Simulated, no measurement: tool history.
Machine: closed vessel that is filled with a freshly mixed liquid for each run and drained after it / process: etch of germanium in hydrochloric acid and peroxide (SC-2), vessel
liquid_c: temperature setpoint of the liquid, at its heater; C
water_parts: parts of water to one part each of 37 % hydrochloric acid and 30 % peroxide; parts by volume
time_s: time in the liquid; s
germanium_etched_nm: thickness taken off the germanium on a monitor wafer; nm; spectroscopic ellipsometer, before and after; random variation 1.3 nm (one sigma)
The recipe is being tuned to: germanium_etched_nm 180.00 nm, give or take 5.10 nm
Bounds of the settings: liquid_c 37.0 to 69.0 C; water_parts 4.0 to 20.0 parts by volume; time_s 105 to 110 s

{"run": 1, "hour": 0.0, "liquid_c": 53.0, "water_parts": 11.0, "time_s": 105, "germanium_etched_nm": 135.19}
{"run": 2, "hour": 5.3, "liquid_c": 54.5, "water_parts": 11.0, "time_s": 105, "germanium_etched_nm": 139.62}
{"run": 3, "hour": 10.4, "liquid_c": 56.0, "water_parts": 11.0, "time_s": 105, "germanium_etched_nm": 146.65}
{"run": 4, "hour": 16.1, "liquid_c": 57.0, "water_parts": 11.0, "time_s": 105, "germanium_etched_nm": 152.05}
{"run": 5, "hour": 23.2, "liquid_c": 58.0, "water_parts": 11.0, "time_s": 105, "germanium_etched_nm": 154.24}
{"run": 6, "hour": 29.8, "liquid_c": 65.0, "water_parts": 11.0, "time_s": 105, "germanium_etched_nm": 190.22}
{"run": 7, "hour": 34.5, "liquid_c": 64.5, "water_parts": 11.0, "time_s": 105, "germanium_etched_nm": 186.32}
{"run": 8, "hour": 43.1, "liquid_c": 64.5, "water_parts": 11.0, "time_s": 105, "germanium_etched_nm": 188.04}

4 next moves are on the table. One of them brings every result within its allowed miss. Which?
{"run": "A", "hour": 51.7, "liquid_c": 63.0, "water_parts": 11.5, "time_s": 105, "germanium_etched_nm": "?"}
{"run": "B", "hour": 51.7, "liquid_c": 64.0, "water_parts": 9.5, "time_s": 110, "germanium_etched_nm": "?"}
{"run": "C", "hour": 51.7, "liquid_c": 64.5, "water_parts": 12.0, "time_s": 110, "germanium_etched_nm": "?"}
{"run": "D", "hour": 51.7, "liquid_c": 65.5, "water_parts": 11.5, "time_s": 105, "germanium_etched_nm": "?"}

move=A germanium_etched_nm=179.16
move=B germanium_etched_nm=197.62
move=C germanium_etched_nm=194.72
move=D germanium_etched_nm=192.32
A: all results land within tolerance of their targets
B: moves away from the targets compared with the last run
C: moves away from the targets compared with the last run
D: moves away from the targets compared with the last run
So the answer is move A, the one that meets all the targets.

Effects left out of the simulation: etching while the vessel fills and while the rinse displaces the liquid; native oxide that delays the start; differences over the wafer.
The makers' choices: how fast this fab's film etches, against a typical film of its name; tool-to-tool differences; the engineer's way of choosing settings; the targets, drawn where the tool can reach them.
